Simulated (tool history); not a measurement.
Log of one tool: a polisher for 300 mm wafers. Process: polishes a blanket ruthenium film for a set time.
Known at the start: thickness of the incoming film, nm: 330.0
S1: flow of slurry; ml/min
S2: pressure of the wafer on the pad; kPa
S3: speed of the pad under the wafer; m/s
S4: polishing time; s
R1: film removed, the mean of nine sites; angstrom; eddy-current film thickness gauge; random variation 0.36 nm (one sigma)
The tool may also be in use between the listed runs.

run    day   S1    S2    S3  S4      R1
  1  0.000  195  11.7  1.24  58  641.40
  2  0.142  195  14.5  1.24  58  786.32
  3  0.296  180  14.5  1.24  58  772.37
  4  0.521  175  13.8  1.24  58  743.23
  5  0.704  175  13.1  1.24  58  698.46
  6  0.825  175  12.4  1.24  58  658.46
  7  1.188  170  11.7  1.24  58  617.20

Forecast run 8:
  8  1.542  165  11.0  1.24  58   ?

Run 8 gave R1 587.51 angstrom.
